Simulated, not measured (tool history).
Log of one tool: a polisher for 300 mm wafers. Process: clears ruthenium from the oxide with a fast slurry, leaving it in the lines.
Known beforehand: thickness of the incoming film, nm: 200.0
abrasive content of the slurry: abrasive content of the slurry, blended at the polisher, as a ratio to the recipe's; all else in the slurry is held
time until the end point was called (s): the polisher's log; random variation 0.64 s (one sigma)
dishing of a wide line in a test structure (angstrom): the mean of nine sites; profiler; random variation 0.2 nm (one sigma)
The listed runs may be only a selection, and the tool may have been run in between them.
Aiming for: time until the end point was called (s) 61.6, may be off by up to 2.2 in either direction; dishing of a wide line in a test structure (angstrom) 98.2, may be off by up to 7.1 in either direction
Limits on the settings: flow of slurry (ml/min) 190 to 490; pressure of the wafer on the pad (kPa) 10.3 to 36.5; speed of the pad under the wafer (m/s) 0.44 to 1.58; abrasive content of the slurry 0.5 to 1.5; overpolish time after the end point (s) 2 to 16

run,hour,flow of slurry (ml/min),pressure of the wafer on the pad (kPa),speed of the pad under the wafer (m/s),abrasive content of the slurry,overpolish time after the end point (s),time until the end point was called (s),dishing of a wide line in a test structure (angstrom)
1,0,315,23.4,1,1,8,44.208,343.82
2,1.3,345,23.4,1,1,8,44.177,353.01
3,2.3,345,23.4,1.24,1,8,35.518,399.01
4,6.3,345,23.4,1.42,1,8,31.32,465.82
5,12.9,380,20.7,1.34,1,7,36.177,353.35
6,20.6,405,18.6,1.3,0.95,6,42.259,270.57
7,25.6,425,16.5,1.32,0.9,5,47.507,205.69
8,34,440,15.9,1.34,0.85,4,49.581,160.56
9,42.2,440,15.2,1.34,0.85,4,52.092,154.21
10,50,440,11,1.32,0.85,2,70.388,59.485
11,58.6,450,11.7,1.32,0.85,2,66.29,61.985
12,64.2,455,12.4,1.32,0.8,2,64.182,63.504
13,68.9,455,12.4,1.32,0.8,2,63.706,65.063
14,73.1,440,12.4,1.32,0.85,2,62.116,65.193
15,73.8,440,12.4,1.32,0.85,2,62.448,65.726
16,78.6,445,12.4,1.32,0.85,2,62.671,63.787
17,80.3,440,13.1,1.32,0.85,6,60.494,198.2
18,87.8,410,13.1,1.32,0.85,6,59.084,199.2
19,96.5,320,10.3,1.28,0.85,2,78.334,54.677
20,100.9,325,11.7,1.28,0.8,2,70.458,59.923
# hour 102.6: head pressure recalibrated
21,102.6,320,12.4,1.28,0.8,2,61.781,61.803
22,108.4,330,12.4,1.28,0.85,2,60.85,66.156
23,112.4,335,12.4,1.28,0.85,2,60.476,67.703
24,115.4,335,11.7,1.28,0.85,6,63.489,178.03
25,121.9,325,11.7,1.26,0.9,6,63.373,181.26
26,130.9,325,12.4,1.24,0.9,5,60.052,164.1

Which of these 4 next moves meets every target?
A,139.9,220,11.7,1.34,0.9,3,?,?
B,139.9,320,13.8,1.2,0.85,4,?,?
C,139.9,320,13.8,1.44,0.55,2,?,?
D,139.9,425,11,1.32,0.9,7,?,?

move,time until the end point was called (s),dishing of a wide line in a test structure (angstrom)
A,62.926,98.738
B,60.502,135.68
C,59.32,70.314
D,64.707,217.45
A: hits every target within its allowed miss
B: gains on the last run, yet a result remains outside its allowed miss
C: moves the result that the last run missed by most past its target, out the other side
D: further off than the last run
A is the move that brings every result within its allowed miss.
